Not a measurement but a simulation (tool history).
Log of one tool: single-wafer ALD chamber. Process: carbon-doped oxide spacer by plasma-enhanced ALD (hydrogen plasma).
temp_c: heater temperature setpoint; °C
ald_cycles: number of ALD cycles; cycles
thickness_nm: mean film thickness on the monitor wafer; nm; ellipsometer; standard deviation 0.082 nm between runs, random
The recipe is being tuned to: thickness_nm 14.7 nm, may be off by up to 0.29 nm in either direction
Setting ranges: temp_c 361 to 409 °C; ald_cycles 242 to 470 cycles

Run 1, day 0: temp_c 385 °C, ald_cycles 356 cycles. Result: thickness_nm 17.464 nm.
Run 2, day 0.054: temp_c 385 °C, ald_cycles 393 cycles. Result: thickness_nm 19.488 nm.
Run 3, day 0.129: temp_c 385 °C, ald_cycles 383 cycles. Result: thickness_nm 18.779 nm.
Run 4, day 0.496: temp_c 391 °C, ald_cycles 383 cycles. Result: thickness_nm 18.908 nm.
Run 5, day 0.638: temp_c 391 °C, ald_cycles 357 cycles. Result: thickness_nm 17.522 nm.
Run 6, day 0.846: temp_c 391 °C, ald_cycles 313 cycles. Result: thickness_nm 15.57 nm.
Run 7, day 1.067: temp_c 391 °C, ald_cycles 311 cycles. Result: thickness_nm 15.456 nm.
Run 8, day 1.392: temp_c 391 °C, ald_cycles 289 cycles. Result: thickness_nm 14.198 nm.
Run 9, day 1.562: temp_c 391 °C, ald_cycles 290 cycles. Result: thickness_nm 14.431 nm.
Run 10, day 1.75: temp_c 391 °C, ald_cycles 291 cycles. Result: thickness_nm 14.378 nm.
Run 11, day 2.108: temp_c 391 °C, ald_cycles 292 cycles. Result: thickness_nm 14.49 nm.

Of the 5 settings listed for the next run, only one would bring every result within its allowed miss of target. Which one?
Run A, day 2.467: temp_c 394 °C, ald_cycles 283 cycles. Result: thickness_nm ?.
Run B, day 2.467: temp_c 408 °C, ald_cycles 296 cycles. Result: thickness_nm ?.
Run C, day 2.467: temp_c 393 °C, ald_cycles 283 cycles. Result: thickness_nm ?.
Run D, day 2.467: temp_c 387 °C, ald_cycles 297 cycles. Result: thickness_nm ?.
Run E, day 2.467: temp_c 389 °C, ald_cycles 288 cycles. Result: thickness_nm ?.

move  thickness_nm
   A        14.021
   B        14.172
   C        14.021
   D        14.715
   E        14.269
A: the biggest miss grows against the last run
B: the biggest miss grows against the last run
C: the biggest miss grows against the last run
D: meets every target
E: the biggest miss grows against the last run
Answer: D
